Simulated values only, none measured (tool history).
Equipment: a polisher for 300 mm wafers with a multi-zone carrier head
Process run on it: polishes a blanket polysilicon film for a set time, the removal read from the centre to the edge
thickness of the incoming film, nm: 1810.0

run,hour,flow of slurry (ml/min),pressure of the head's centre zone,pressure of the head's middle zone,pressure of the head's edge zone,polishing time (s),film removed at the wafer's centre (angstrom),film removed at mid-radius (angstrom),film removed at the wafer's edge (angstrom)
1,0.0,185,1.00,1.00,1.00,33,2459.3,2383.6,2424.3
2,2.6,180,0.97,0.99,0.98,32,2337.5,2242.9,2326.9
3,3.8,180,0.97,0.99,0.90,32,2297.1,2290.0,2270.8
4,6.0,175,0.95,0.99,0.89,31,2218.4,2208.2,2146.6
5,10.2,175,0.95,1.08,0.89,31,2203.4,2406.0,2156.5
6,16.5,175,0.95,1.14,0.89,31,2196.9,2486.2,2163.4
7,17.4,170,0.93,1.11,0.89,31,2175.1,2422.2,2141.4
8,19.4,165,0.91,1.09,0.91,31,2116.1,2366.9,2104.3
9,21.1,165,0.89,1.07,0.94,31,2101.4,2348.1,2209.6
10,23.2,160,0.88,1.05,0.93,31,2078.9,2302.1,2148.8
11,28.2,155,0.87,1.04,0.94,31,2040.3,2245.3,2154.6
12,36.5,150,0.86,1.03,0.94,31,2041.8,2199.7,2116.9

Estimate the outcome of run 13 from the log above:
13,40.5,150,0.85,1.03,0.95,31,?,?,?

{"run 13": {"film removed at the wafer's centre (angstrom)": 2032.5, "film removed at mid-radius (angstrom)": 2197.5, "film removed at the wafer's edge (angstrom)": 2186.0}}
